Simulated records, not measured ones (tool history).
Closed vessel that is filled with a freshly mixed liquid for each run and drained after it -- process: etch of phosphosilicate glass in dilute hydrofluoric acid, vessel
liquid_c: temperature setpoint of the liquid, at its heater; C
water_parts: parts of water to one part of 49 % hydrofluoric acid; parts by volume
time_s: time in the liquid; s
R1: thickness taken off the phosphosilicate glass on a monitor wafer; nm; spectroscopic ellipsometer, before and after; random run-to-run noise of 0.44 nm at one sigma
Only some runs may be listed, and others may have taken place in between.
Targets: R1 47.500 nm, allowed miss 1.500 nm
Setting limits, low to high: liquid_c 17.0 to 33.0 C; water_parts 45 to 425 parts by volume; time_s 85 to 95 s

{"run": 1, "hour": 0.0, "liquid_c": 25.0, "water_parts": 235, "time_s": 85, "R1": 25.349}
{"run": 2, "hour": 3.8, "liquid_c": 25.0, "water_parts": 320, "time_s": 85, "R1": 17.675}
{"run": 3, "hour": 7.6, "liquid_c": 23.0, "water_parts": 320, "time_s": 85, "R1": 16.302}
{"run": 4, "hour": 10.5, "liquid_c": 25.0, "water_parts": 280, "time_s": 85, "R1": 20.666}
{"run": 5, "hour": 19.2, "liquid_c": 26.5, "water_parts": 245, "time_s": 85, "R1": 25.538}
{"run": 6, "hour": 27.0, "liquid_c": 28.5, "water_parts": 245, "time_s": 85, "R1": 27.378}
{"run": 7, "hour": 30.2, "liquid_c": 29.5, "water_parts": 225, "time_s": 85, "R1": 32.124}
{"run": 8, "hour": 35.9, "liquid_c": 30.5, "water_parts": 210, "time_s": 85, "R1": 36.216}
{"run": 9, "hour": 40.2, "liquid_c": 31.0, "water_parts": 200, "time_s": 85, "R1": 38.83}
{"run": 10, "hour": 47.8, "liquid_c": 31.5, "water_parts": 195, "time_s": 85, "R1": 41.036}
{"run": 11, "hour": 53.9, "liquid_c": 32.0, "water_parts": 190, "time_s": 85, "R1": 43.719}
{"run": 12, "hour": 58.2, "liquid_c": 32.5, "water_parts": 185, "time_s": 85, "R1": 45.878}

Pick the move, out of 4, that brings all results within their allowed miss; only one does.
{"run": "A", "hour": 62.5, "liquid_c": 33.0, "water_parts": 180, "time_s": 85, "R1": "?"}
{"run": "B", "hour": 62.5, "liquid_c": 31.5, "water_parts": 180, "time_s": 95, "R1": "?"}
{"run": "C", "hour": 62.5, "liquid_c": 33.0, "water_parts": 190, "time_s": 85, "R1": "?"}
{"run": "D", "hour": 62.5, "liquid_c": 33.0, "water_parts": 180, "time_s": 90, "R1": "?"}

move=A R1=48.369
move=B R1=51.403
move=C R1=45.159
move=D R1=51.215
A: every result within its allowed miss
B: takes the biggest miss from the last run beyond its target
C: moves away from the targets compared with the last run
D: takes the biggest miss from the last run beyond its target
The right move is A.
